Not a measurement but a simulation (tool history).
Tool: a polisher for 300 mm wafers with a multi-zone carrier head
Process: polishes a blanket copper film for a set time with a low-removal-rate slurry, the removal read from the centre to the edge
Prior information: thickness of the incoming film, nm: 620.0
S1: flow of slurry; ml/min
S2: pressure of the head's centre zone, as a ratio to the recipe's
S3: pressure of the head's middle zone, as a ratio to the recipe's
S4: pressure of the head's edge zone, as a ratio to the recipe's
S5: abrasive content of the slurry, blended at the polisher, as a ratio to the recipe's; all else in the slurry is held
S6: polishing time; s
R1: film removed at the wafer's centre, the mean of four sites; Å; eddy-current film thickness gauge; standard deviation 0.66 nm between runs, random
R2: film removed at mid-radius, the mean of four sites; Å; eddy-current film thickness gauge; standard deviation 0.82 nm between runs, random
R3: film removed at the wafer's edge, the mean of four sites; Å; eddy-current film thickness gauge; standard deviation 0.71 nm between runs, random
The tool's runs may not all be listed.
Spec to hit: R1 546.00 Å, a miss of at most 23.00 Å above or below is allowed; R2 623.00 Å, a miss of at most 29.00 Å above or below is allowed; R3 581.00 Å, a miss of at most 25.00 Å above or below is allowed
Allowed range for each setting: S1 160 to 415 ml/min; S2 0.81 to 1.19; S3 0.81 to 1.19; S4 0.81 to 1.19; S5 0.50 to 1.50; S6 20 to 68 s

run 1 day=0.000 | S1=265 S2=1.00 S3=1.00 S4=1.00 S5=1.00 S6=44 | R1=956.09 R2=959.68 R3=916.32
run 2 day=0.250 | S1=265 S2=0.98 S3=1.00 S4=0.99 S5=0.95 S6=42 | R1=882.66 R2=892.00 R3=838.69
run 3 day=0.612 | S1=265 S2=1.04 S3=1.00 S4=0.99 S5=0.95 S6=42 | R1=919.08 R2=904.75 R3=850.27
run 4 day=0.683 | S1=265 S2=1.04 S3=1.00 S4=0.99 S5=0.95 S6=38 | R1=848.51 R2=811.43 R3=773.69
run 5 day=0.908 | S1=260 S2=1.01 S3=1.00 S4=0.99 S5=0.90 S6=37 | R1=785.03 R2=781.97 R3=734.06
run 6 day=1.283 | S1=290 S2=1.01 S3=1.00 S4=0.99 S5=0.90 S6=37 | R1=797.51 R2=781.06 R3=732.28
run 7 day=1.600 | S1=285 S2=0.99 S3=1.00 S4=0.99 S5=0.85 S6=37 | R1=746.38 R2=751.88 R3=725.20
-- day=1.875 edge zone pressure recalibrated
run 8 day=1.875 | S1=285 S2=0.98 S3=1.00 S4=0.98 S5=0.80 S6=37 | R1=740.41 R2=754.20 R3=739.48
run 9 day=2.046 | S1=285 S2=0.98 S3=1.01 S4=0.98 S5=0.80 S6=36 | R1=744.27 R2=743.38 R3=737.32
run 10 day=2.283 | S1=280 S2=0.96 S3=1.00 S4=0.98 S5=0.85 S6=35 | R1=694.11 R2=727.34 R3=715.86
run 11 day=2.608 | S1=280 S2=0.96 S3=1.02 S4=0.98 S5=0.80 S6=34 | R1=660.93 R2=678.83 R3=687.01
run 12 day=2.738 | S1=290 S2=0.95 S3=1.02 S4=0.96 S5=0.85 S6=33 | R1=663.14 R2=711.57 R3=661.95

Which one of the following 4 next-run settings gets every result inside its allowed miss? There is exactly one.
run A day=2.867 | S1=290 S2=1.04 S3=0.81 S4=1.11 S5=0.55 S6=41 | R1=? R2=? R3=?
run B day=2.867 | S1=260 S2=0.86 S3=1.04 S4=1.19 S5=0.65 S6=30 | R1=? R2=? R3=?
run C day=2.867 | S1=270 S2=0.84 S3=1.01 S4=0.85 S5=0.90 S6=30 | R1=? R2=? R3=?
run D day=2.867 | S1=290 S2=1.01 S3=0.86 S4=0.99 S5=0.65 S6=37 | R1=? R2=? R3=?

move=A R1=754.39 R2=600.91 R3=781.25
move=B R1=498.05 R2=571.86 R3=624.86
move=C R1=545.65 R2=623.28 R3=592.53
move=D R1=707.36 R2=606.50 R3=708.80
A: moves away from the targets compared with the last run
B: moves the result that the last run missed by most past its target, out the other side
C: all results land within tolerance of their targets
D: moves away from the targets compared with the last run
C meets every target.

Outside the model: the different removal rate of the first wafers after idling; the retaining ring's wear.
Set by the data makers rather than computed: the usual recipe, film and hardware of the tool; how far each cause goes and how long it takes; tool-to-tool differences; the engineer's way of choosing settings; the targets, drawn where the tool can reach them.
